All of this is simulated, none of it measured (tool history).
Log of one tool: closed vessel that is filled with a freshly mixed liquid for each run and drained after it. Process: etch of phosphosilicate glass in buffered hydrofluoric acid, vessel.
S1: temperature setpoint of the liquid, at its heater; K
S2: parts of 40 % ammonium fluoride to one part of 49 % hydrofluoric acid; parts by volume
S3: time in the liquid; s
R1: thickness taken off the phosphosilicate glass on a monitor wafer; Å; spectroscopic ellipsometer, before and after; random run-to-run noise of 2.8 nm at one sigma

run	hour	S1	S2	S3	R1
1	0.0	294.15	12.5	85	1692.2
2	3.6	297.15	12.5	85	1985.8
3	9.2	297.15	14.0	85	1769.4
4	11.0	298.15	13.5	85	1967.5
5	12.1	298.15	13.5	90	2069.1
6	16.8	298.15	13.5	85	1943.4

Predict the results of run 7:
7	22.8	298.15	13.5	85	?

R1: 1950.1 Å

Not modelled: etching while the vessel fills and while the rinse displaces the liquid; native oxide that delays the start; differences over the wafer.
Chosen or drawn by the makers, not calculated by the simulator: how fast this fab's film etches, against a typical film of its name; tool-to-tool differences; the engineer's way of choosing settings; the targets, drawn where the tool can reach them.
